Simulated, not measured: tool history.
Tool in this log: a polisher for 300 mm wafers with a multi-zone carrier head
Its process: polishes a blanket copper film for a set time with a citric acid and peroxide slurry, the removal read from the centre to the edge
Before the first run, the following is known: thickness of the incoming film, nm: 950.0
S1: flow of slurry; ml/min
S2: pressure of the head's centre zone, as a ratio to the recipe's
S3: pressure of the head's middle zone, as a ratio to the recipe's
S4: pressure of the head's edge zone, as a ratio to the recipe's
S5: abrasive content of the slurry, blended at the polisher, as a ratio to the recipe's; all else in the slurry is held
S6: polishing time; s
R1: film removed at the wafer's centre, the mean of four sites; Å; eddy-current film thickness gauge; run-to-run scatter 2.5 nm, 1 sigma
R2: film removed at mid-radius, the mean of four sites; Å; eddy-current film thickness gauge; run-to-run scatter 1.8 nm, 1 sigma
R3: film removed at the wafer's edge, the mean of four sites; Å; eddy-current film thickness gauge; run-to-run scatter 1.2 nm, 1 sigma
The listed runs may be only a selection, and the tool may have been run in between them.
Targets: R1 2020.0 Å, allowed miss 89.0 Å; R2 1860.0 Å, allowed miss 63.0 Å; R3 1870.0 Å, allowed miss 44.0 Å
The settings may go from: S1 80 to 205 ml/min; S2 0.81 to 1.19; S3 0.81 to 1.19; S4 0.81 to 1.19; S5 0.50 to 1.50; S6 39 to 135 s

run  hour   S1    S2    S3    S4    S5  S6      R1      R2      R3
  1   0.0  135  1.00  1.00  1.00  1.00  87  2211.7  2260.0  2197.0
  2   7.6  125  1.00  0.98  0.96  0.95  87  2080.5  2096.4  2094.1
  3   8.4  125  1.05  0.98  0.96  0.95  87  2194.1  2072.0  2105.9
  4  11.8  125  1.05  0.98  0.96  0.95  95  2424.4  2327.4  2290.8
  5  19.9  105  1.05  0.98  0.96  0.95  95  2318.9  2179.3  2208.2
  6  22.4  105  1.05  0.94  0.96  0.95  95  2280.7  2101.1  2231.0
  7  25.9  100  1.05  0.95  0.93  0.90  95  2219.3  2055.2  2124.1
  8  34.0   95  1.05  0.95  0.90  0.85  95  2144.1  2039.6  2028.8
  9  38.5   85  1.05  0.86  0.83  0.75  94  1962.5  1688.3  1849.9
 10  41.7   90  1.05  0.87  0.83  0.75  94  2073.0  1734.4  1869.7
 11  49.3   90  0.98  0.95  0.82  0.75  94  1901.1  1895.7  1880.6

4 next moves are on the table. One of them brings every result within its allowed miss. Which?
  A  56.9  105  0.93  0.93  0.84  0.60   95   ?   ?   ?
  B  56.9   80  0.92  0.96  0.83  0.65  100   ?   ?   ?
  C  56.9   90  1.06  0.94  0.84  0.75   94   ?   ?   ?
  D  56.9   80  0.89  1.00  0.85  0.70  100   ?   ?   ?

move      R1      R2      R3
   A  1843.1  1862.7  1848.9
   B  1748.6  1857.4  1848.4
   C  1984.3  1865.0  1867.8
   D  1743.5  1958.9  1900.7
A: further off than the last run
B: further off than the last run
C: meets every target
D: further off than the last run
Move C is the one to make.
